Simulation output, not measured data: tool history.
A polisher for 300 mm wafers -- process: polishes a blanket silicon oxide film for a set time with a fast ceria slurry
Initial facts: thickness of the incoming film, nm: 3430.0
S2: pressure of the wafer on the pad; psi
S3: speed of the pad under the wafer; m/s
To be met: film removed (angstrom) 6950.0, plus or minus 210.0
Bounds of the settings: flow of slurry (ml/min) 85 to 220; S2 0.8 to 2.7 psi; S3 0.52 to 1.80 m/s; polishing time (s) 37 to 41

Run 1, day 0.000: flow of slurry (ml/min) 140, S2 1.7 psi, S3 1.16 m/s, polishing time (s) 41. Result: film removed (angstrom) 3594.1.
Run 2, day 0.204: flow of slurry (ml/min) 150, S2 2.0 psi, S3 1.16 m/s, polishing time (s) 41. Result: film removed (angstrom) 4284.7.
Run 3, day 0.492: flow of slurry (ml/min) 150, S2 2.0 psi, S3 1.16 m/s, polishing time (s) 37. Result: film removed (angstrom) 3810.7.
Run 4, day 0.725: flow of slurry (ml/min) 150, S2 2.0 psi, S3 0.94 m/s, polishing time (s) 37. Result: film removed (angstrom) 3108.6.
Run 5, day 0.858: flow of slurry (ml/min) 155, S2 2.2 psi, S3 1.06 m/s, polishing time (s) 37. Result: film removed (angstrom) 3963.0.
Run 6, day 1.054: flow of slurry (ml/min) 160, S2 2.3 psi, S3 1.14 m/s, polishing time (s) 37. Result: film removed (angstrom) 4332.5.
Run 7, day 1.308: flow of slurry (ml/min) 160, S2 2.4 psi, S3 1.22 m/s, polishing time (s) 37. Result: film removed (angstrom) 4902.4.
Run 8, day 1.462: flow of slurry (ml/min) 160, S2 2.5 psi, S3 1.28 m/s, polishing time (s) 37. Result: film removed (angstrom) 5331.2.
Run 9, day 1.617: flow of slurry (ml/min) 165, S2 2.6 psi, S3 1.34 m/s, polishing time (s) 37. Result: film removed (angstrom) 5860.4.
At day 1.746: head pressure recalibrated.
Run 10, day 1.746: flow of slurry (ml/min) 165, S2 2.6 psi, S3 1.38 m/s, polishing time (s) 37. Result: film removed (angstrom) 6708.9.
Run 11, day 1.938: flow of slurry (ml/min) 170, S2 2.6 psi, S3 1.38 m/s, polishing time (s) 37. Result: film removed (angstrom) 6648.5.

Which of these 5 next moves meets every target?
Run A, day 2.129: flow of slurry (ml/min) 140, S2 2.5 psi, S3 1.34 m/s, polishing time (s) 38. Result: film removed (angstrom) ?.
Run B, day 2.129: flow of slurry (ml/min) 175, S2 2.1 psi, S3 1.72 m/s, polishing time (s) 38. Result: film removed (angstrom) ?.
Run C, day 2.129: flow of slurry (ml/min) 190, S2 2.4 psi, S3 1.30 m/s, polishing time (s) 40. Result: film removed (angstrom) ?.
Run D, day 2.129: flow of slurry (ml/min) 165, S2 2.6 psi, S3 1.26 m/s, polishing time (s) 38. Result: film removed (angstrom) ?.
Run E, day 2.129: flow of slurry (ml/min) 160, S2 2.4 psi, S3 1.40 m/s, polishing time (s) 37. Result: film removed (angstrom) ?.

move  film removed (angstrom)
   A                   6269.8
   B                   6943.5
   C                   6398.2
   D                   6269.0
   E                   6229.3
A: further off than the last run
B: hits every target within its allowed miss
C: further off than the last run
D: further off than the last run
E: further off than the last run
B meets every target.
